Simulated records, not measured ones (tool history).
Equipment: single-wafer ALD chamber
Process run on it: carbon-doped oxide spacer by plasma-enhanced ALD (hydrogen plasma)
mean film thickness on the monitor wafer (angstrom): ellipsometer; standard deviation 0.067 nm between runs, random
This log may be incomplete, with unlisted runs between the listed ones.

run,hour,heater temperature setpoint (deg C),number of ALD cycles (cycles),mean film thickness on the monitor wafer (angstrom)
1,0.0,405,424,226.52
2,8.5,397,424,227.20
3,13.1,388,424,227.24
4,15.9,388,415,222.73
5,17.9,388,407,218.22
6,25.5,384,407,218.56
7,30.1,384,401,215.67
8,38.7,384,395,209.84
9,46.0,384,392,209.52

Run 10, settings as shown, results not yet in. Your forecast:
10,47.5,384,388,?

Logged for run 10: mean film thickness on the monitor wafer (angstrom) 208.29.
